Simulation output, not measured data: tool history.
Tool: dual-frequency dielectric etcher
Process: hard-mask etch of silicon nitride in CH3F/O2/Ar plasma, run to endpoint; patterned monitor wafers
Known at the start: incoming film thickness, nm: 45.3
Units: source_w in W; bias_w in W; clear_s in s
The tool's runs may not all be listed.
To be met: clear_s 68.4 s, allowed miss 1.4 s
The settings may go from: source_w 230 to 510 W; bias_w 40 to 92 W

run  hour  source_w  bias_w  clear_s
  1     0       370      66   63.055
  2   3.9       360      65   63.462
  3   9.5       360      76   61.069
  4  12.6       360      80    59.45
  5  20.5       340      79   59.768
  6  29.2       340      84   59.219
  7  36.4       320      80   60.988
  8  44.8       300      77   62.897

Which of these 4 next moves meets every target?
  A  53.2       270      56        ?
  B  53.2       300      68        ?
  C  53.2       270      74        ?
  D  53.2       310      58        ?

move  clear_s
   A   72.529
   B   66.486
   C   66.337
   D   69.343
A: takes the result that was furthest off past its target
B: nearer than the last run, and not there yet
C: nearer than the last run, and not there yet
D: meets every target
Answer: D
